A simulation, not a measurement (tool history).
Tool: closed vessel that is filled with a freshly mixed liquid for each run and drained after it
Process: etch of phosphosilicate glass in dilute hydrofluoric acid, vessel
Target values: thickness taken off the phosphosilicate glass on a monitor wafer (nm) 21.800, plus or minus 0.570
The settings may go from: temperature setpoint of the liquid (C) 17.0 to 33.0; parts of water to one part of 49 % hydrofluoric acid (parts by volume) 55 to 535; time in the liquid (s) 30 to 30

run,day,temperature setpoint of the liquid (C),parts of water to one part of 49 % hydrofluoric acid (parts by volume),time in the liquid (s),thickness taken off the phosphosilicate glass on a monitor wafer (nm)
1,0.000,25.0,295,30,11.393
2,0.042,25.0,220,30,16.383
3,0.162,25.0,110,30,37.715
4,0.492,24.0,115,30,33.563
5,0.617,20.5,115,30,29.868
6,0.958,20.0,120,30,27.615
7,1.121,19.5,125,30,26.147
8,1.400,19.0,125,30,25.381
9,1.750,18.5,125,30,24.941
10,2.000,17.5,130,30,22.776

Consider the 4 candidate settings below. Which is the only one whose results all fall within their allowed miss of target?
A,2.250,17.0,120,30,?
B,2.250,17.5,125,30,?
C,2.250,17.5,135,30,?
D,2.250,17.0,125,30,?

move,thickness taken off the phosphosilicate glass on a monitor wafer (nm)
A,24.236
B,23.635
C,21.665
D,23.150
A: misses by more than the last run did
B: misses by more than the last run did
C: meets every target
D: misses by more than the last run did
Answer: C
